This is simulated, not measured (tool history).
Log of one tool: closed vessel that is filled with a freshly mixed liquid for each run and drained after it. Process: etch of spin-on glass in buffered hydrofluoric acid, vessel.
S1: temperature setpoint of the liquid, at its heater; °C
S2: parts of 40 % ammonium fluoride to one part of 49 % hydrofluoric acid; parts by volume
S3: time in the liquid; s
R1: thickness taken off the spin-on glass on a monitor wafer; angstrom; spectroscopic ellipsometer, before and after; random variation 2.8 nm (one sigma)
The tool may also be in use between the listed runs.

run,day,S1,S2,S3,R1
1,0.000,21.0,10.5,100,2928.9
2,0.321,22.0,10.5,100,3150.0
3,0.546,22.0,10.5,100,3105.6
4,0.638,22.0,10.5,100,3073.1
5,0.692,22.5,10.5,100,3198.7
6,0.800,20.0,10.5,100,2809.5

Forecast run 7:
7,1.146,21.0,10.5,100,?

Run 7 gave R1 2914.5 angstrom.
